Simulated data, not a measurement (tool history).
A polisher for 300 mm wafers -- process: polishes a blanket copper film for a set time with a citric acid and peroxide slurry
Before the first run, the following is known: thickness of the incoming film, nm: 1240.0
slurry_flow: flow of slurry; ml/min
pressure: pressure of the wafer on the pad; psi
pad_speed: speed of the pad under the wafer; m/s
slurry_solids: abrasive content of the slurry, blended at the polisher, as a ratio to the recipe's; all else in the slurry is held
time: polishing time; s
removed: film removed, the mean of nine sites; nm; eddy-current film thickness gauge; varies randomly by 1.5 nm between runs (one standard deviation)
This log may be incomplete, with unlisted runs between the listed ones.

| run | hour | slurry_flow | pressure | pad_speed | slurry_solids | time | removed |
|---|---|---|---|---|---|---|---|
| 1 | 0.0 | 190 | 3.2 | 1.24 | 1.0 | 79 | 175.36 |
| 2 | 1.7 | 190 | 3.2 | 1.24 | 1.0 | 79 | 177.12 |
| 3 | 10.4 | 190 | 3.1 | 1.24 | 1.0 | 79 | 171.73 |
| 4 | 17.7 | 190 | 3.0 | 1.24 | 1.0 | 79 | 166.38 |
| 5 | 18.9 | 165 | 3.0 | 1.24 | 1.0 | 79 | 159.62 |
| 6 | 27.3 | 160 | 3.0 | 1.24 | 1.0 | 79 | 160.29 |

Forecast run 7:
|  | 28.1 | head pressure recalibrated |
| 7 | 28.1 | 155 | 2.9 | 1.24 | 1.0 | 79 | ? |

{"run 7": {"removed": 167.43}}

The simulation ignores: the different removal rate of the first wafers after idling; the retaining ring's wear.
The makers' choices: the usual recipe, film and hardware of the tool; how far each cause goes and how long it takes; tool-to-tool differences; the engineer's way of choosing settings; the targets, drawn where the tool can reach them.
